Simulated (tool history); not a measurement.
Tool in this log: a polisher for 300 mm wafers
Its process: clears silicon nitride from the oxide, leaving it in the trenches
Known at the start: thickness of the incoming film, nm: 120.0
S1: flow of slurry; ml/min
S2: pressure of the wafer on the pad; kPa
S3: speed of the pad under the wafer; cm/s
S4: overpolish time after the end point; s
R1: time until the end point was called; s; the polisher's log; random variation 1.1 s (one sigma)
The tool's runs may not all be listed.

| run | hour | S1 | S2 | S3 | S4 | R1 |
|---|---|---|---|---|---|---|
| 1 | 0.0 | 265 | 23.4 | 110 | 5 | 116.480 |
| 2 | 1.6 | 265 | 24.8 | 110 | 5 | 108.840 |
| 3 | 10.2 | 265 | 24.8 | 110 | 4 | 106.990 |
| 4 | 14.7 | 265 | 25.5 | 110 | 4 | 104.470 |
| 5 | 19.2 | 300 | 25.5 | 110 | 4 | 107.370 |
| 6 | 22.0 | 300 | 31.7 | 110 | 4 | 85.068 |

Run 7 is up next; what results do you expect?
| 7 | 24.2 | 300 | 31.0 | 110 | 4 | ? |

Run 7 yielded R1 88.421 s.

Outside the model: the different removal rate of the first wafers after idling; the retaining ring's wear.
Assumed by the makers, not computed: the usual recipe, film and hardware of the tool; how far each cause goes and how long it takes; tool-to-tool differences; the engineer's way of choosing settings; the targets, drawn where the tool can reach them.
